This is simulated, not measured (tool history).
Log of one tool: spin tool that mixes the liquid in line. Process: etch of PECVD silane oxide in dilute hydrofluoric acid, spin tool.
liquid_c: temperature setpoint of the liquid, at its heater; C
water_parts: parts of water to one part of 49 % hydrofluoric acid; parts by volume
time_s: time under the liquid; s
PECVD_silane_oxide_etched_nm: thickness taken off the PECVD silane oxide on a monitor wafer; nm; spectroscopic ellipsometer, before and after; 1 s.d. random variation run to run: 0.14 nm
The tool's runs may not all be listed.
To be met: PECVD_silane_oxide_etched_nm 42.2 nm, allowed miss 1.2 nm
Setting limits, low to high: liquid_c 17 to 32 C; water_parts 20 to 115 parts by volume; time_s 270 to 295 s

run 1 hour=0 | liquid_c=24 water_parts=65 time_s=270 | PECVD_silane_oxide_etched_nm=70.22
run 2 hour=6 | liquid_c=24 water_parts=65 time_s=295 | PECVD_silane_oxide_etched_nm=76.466
run 3 hour=11 | liquid_c=21 water_parts=65 time_s=295 | PECVD_silane_oxide_etched_nm=68.261
run 4 hour=17.3 | liquid_c=19.5 water_parts=65 time_s=295 | PECVD_silane_oxide_etched_nm=63.393
run 5 hour=18 | liquid_c=19.5 water_parts=65 time_s=295 | PECVD_silane_oxide_etched_nm=64.056
run 6 hour=21.1 | liquid_c=19.5 water_parts=50 time_s=295 | PECVD_silane_oxide_etched_nm=84.726
run 7 hour=22.3 | liquid_c=17 water_parts=75 time_s=295 | PECVD_silane_oxide_etched_nm=49.288
run 8 hour=27.1 | liquid_c=17 water_parts=80 time_s=295 | PECVD_silane_oxide_etched_nm=45.921

4 candidate next runs follow, results not yet known. Just one meets every target within its allowed miss. Identify it.
run A hour=31.9 | liquid_c=17 water_parts=80 time_s=270 | PECVD_silane_oxide_etched_nm=?
run B hour=31.9 | liquid_c=18.5 water_parts=70 time_s=275 | PECVD_silane_oxide_etched_nm=?
run C hour=31.9 | liquid_c=17 water_parts=65 time_s=270 | PECVD_silane_oxide_etched_nm=?
run D hour=31.9 | liquid_c=17 water_parts=85 time_s=270 | PECVD_silane_oxide_etched_nm=?

move=A PECVD_silane_oxide_etched_nm=42.066
move=B PECVD_silane_oxide_etched_nm=52.752
move=C PECVD_silane_oxide_etched_nm=52.651
move=D PECVD_silane_oxide_etched_nm=39.374
A: all results in spec
B: lands further from the targets than the last run did
C: lands further from the targets than the last run did
D: the result that was furthest off in the last run now lies on the other side of its target
Go with A: it meets all targets.

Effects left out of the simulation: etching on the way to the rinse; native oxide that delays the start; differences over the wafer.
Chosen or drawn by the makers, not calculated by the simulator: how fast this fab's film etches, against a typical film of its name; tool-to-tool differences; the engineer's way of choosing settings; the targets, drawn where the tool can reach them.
